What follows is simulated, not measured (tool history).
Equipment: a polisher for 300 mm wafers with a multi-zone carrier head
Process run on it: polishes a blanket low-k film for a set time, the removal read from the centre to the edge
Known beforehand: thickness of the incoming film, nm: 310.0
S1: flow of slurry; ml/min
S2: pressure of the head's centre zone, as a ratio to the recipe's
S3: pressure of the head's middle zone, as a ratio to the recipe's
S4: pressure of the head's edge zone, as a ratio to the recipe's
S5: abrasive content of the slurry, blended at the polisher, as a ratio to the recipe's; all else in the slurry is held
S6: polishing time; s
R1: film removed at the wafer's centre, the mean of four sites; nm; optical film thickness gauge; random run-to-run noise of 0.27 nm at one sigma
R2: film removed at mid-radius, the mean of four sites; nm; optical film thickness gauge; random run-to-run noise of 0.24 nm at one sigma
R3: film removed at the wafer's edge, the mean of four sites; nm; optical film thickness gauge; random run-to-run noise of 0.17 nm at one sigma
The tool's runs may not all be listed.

run,hour,S1,S2,S3,S4,S5,S6,R1,R2,R3
1,0,200,1,1,1,1,83,24.778,24.617,25.967
2,1,200,1,1,0.98,0.9,82,22.966,22.614,23.635
3,1.5,200,1,1,0.98,1,82,24.372,23.244,25.234
4,4.4,200,1,1,0.96,0.9,82,23.004,22.646,23.224
5,8.5,195,0.99,0.99,0.94,0.85,82,21.672,21.454,22.101
6,9.2,195,1.04,0.99,0.94,0.85,82,22.628,21.344,22.252
7,9.8,190,1.04,0.99,0.92,0.8,82,22.008,20.503,20.775
8,16.7,190,1.04,0.99,0.92,0.8,82,21.867,20.698,20.932
9,18.1,185,1.03,0.99,0.9,0.8,82,21.656,20.522,20.618
10,25.8,180,1.02,0.99,0.89,0.8,82,21.536,20.124,20.315
11,34.6,175,1.01,0.99,0.88,0.8,82,20.737,20.247,20.45
12,40.5,175,1.01,0.99,0.87,0.8,82,21.223,20.003,20.187

For run 13, what comes out?
13,44.8,175,1,0.99,0.86,0.8,82,?,?,?

R1: 20.518 nm
R2: 20.183 nm
R3: 20.466 nm
